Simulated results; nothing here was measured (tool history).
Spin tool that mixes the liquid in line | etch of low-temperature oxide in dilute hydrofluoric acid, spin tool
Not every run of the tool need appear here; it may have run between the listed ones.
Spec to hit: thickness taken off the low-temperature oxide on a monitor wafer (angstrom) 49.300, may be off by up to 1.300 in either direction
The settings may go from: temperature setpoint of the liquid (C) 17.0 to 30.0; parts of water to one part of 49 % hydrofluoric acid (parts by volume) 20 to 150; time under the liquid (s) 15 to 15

run	hour	temperature setpoint of the liquid (C)	parts of water to one part of 49 % hydrofluoric acid (parts by volume)	time under the liquid (s)	thickness taken off the low-temperature oxide on a monitor wafer (angstrom)
1	0.0	22.0	85	15	17.112
2	1.7	23.5	75	15	21.143
3	9.8	24.5	70	15	23.391
4	16.1	24.5	55	15	29.970
5	21.5	24.5	75	15	21.785
6	24.2	25.5	70	15	24.508
7	27.1	26.0	65	15	27.113
8	34.9	26.5	60	15	30.103
9	42.1	27.0	55	15	33.812
10	44.7	27.5	50	15	38.776
11	51.2	28.0	50	15	38.585
12	57.1	30.0	35	15	61.731
13	59.3	29.5	35	15	60.344
14	64.5	25.5	35	15	51.123

5 next moves are on the table. One of them brings every result within its allowed miss. Which?
A	69.7	29.5	40	15	?
B	69.7	29.0	45	15	?
C	69.7	27.0	35	15	?
D	69.7	26.0	35	15	?
E	69.7	24.5	35	15	?

move	thickness taken off the low-temperature oxide on a monitor wafer (angstrom)
A	51.446
B	44.489
C	53.566
D	51.420
E	48.334
A: lands further from the targets than the last run did
B: carries the result that was furthest off beyond its target, to the other side
C: lands further from the targets than the last run did
D: lands further from the targets than the last run did
E: all results land within tolerance of their targets
Correct choice: E, which meets every target

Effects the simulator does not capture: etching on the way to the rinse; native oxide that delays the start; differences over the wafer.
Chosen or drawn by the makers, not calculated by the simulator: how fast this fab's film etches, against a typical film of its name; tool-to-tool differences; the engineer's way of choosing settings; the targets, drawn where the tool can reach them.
